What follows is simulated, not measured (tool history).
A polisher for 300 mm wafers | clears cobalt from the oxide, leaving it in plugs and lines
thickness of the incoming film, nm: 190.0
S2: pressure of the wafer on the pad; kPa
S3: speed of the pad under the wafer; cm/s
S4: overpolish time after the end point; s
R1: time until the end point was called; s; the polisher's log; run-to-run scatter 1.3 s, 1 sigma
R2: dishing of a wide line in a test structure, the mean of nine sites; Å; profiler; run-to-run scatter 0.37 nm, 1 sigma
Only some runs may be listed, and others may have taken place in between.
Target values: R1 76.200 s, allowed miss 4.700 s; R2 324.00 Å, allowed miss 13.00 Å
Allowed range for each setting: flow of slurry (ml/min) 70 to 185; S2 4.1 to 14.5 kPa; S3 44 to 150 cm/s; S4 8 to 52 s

Run 1, day 0.000: flow of slurry (ml/min) 120, S2 9.0 kPa, S3 96 cm/s, S4 26 s. Result: R1 68.222 s, R2 462.81 Å.
Run 2, day 0.271: flow of slurry (ml/min) 125, S2 9.0 kPa, S3 96 cm/s, S4 23 s. Result: R1 67.575 s, R2 439.28 Å.
Run 3, day 0.408: flow of slurry (ml/min) 125, S2 9.0 kPa, S3 96 cm/s, S4 21 s. Result: R1 67.723 s, R2 396.71 Å.
Run 4, day 0.617: flow of slurry (ml/min) 125, S2 9.0 kPa, S3 96 cm/s, S4 20 s. Result: R1 71.211 s, R2 396.63 Å.
Run 5, day 0.988: flow of slurry (ml/min) 125, S2 10.3 kPa, S3 96 cm/s, S4 20 s. Result: R1 59.233 s, R2 431.63 Å.
Run 6, day 1.054: flow of slurry (ml/min) 125, S2 12.4 kPa, S3 96 cm/s, S4 20 s. Result: R1 49.557 s, R2 480.11 Å.
Run 7, day 1.367: flow of slurry (ml/min) 125, S2 12.4 kPa, S3 96 cm/s, S4 20 s. Result: R1 49.858 s, R2 473.21 Å.
Run 8, day 1.454: flow of slurry (ml/min) 125, S2 9.7 kPa, S3 94 cm/s, S4 13 s. Result: R1 63.455 s, R2 302.95 Å.
Run 9, day 1.517: flow of slurry (ml/min) 125, S2 9.0 kPa, S3 94 cm/s, S4 14 s. Result: R1 69.373 s, R2 301.41 Å.
Run 10, day 1.608: flow of slurry (ml/min) 125, S2 9.0 kPa, S3 94 cm/s, S4 15 s. Result: R1 69.180 s, R2 315.29 Å.
Run 11, day 1.829: flow of slurry (ml/min) 125, S2 9.0 kPa, S3 94 cm/s, S4 15 s. Result: R1 69.383 s, R2 307.38 Å.
Run 12, day 2.025: flow of slurry (ml/min) 115, S2 8.3 kPa, S3 94 cm/s, S4 20 s. Result: R1 77.326 s, R2 354.10 Å.
Run 13, day 2.217: flow of slurry (ml/min) 115, S2 8.3 kPa, S3 94 cm/s, S4 19 s. Result: R1 79.437 s, R2 343.22 Å.
Run 14, day 2.333: flow of slurry (ml/min) 120, S2 9.0 kPa, S3 94 cm/s, S4 15 s. Result: R1 69.288 s, R2 314.26 Å.
Run 15, day 2.492: flow of slurry (ml/min) 115, S2 9.0 kPa, S3 94 cm/s, S4 16 s. Result: R1 70.595 s, R2 326.84 Å.

5 candidate next runs follow, results not yet known. Just one meets every target within its allowed miss. Identify it.
Run A, day 2.650: flow of slurry (ml/min) 120, S2 7.6 kPa, S3 102 cm/s, S4 17 s. Result: R1 ?, R2 ?.
Run B, day 2.650: flow of slurry (ml/min) 125, S2 7.6 kPa, S3 88 cm/s, S4 23 s. Result: R1 ?, R2 ?.
Run C, day 2.650: flow of slurry (ml/min) 120, S2 10.3 kPa, S3 86 cm/s, S4 16 s. Result: R1 ?, R2 ?.
Run D, day 2.650: flow of slurry (ml/min) 105, S2 7.6 kPa, S3 94 cm/s, S4 19 s. Result: R1 ?, R2 ?.
Run E, day 2.650: flow of slurry (ml/min) 120, S2 9.7 kPa, S3 88 cm/s, S4 18 s. Result: R1 ?, R2 ?.

move      R1      R2
   A  77.234  326.14
   B  88.115  369.18
   C  67.302  344.69
   D  86.382  326.16
   E  70.417  363.08
A: in spec on every target
B: takes the biggest miss from the last run beyond its target
C: moves away from the targets compared with the last run
D: takes the biggest miss from the last run beyond its target
E: moves away from the targets compared with the last run
A meets every target.
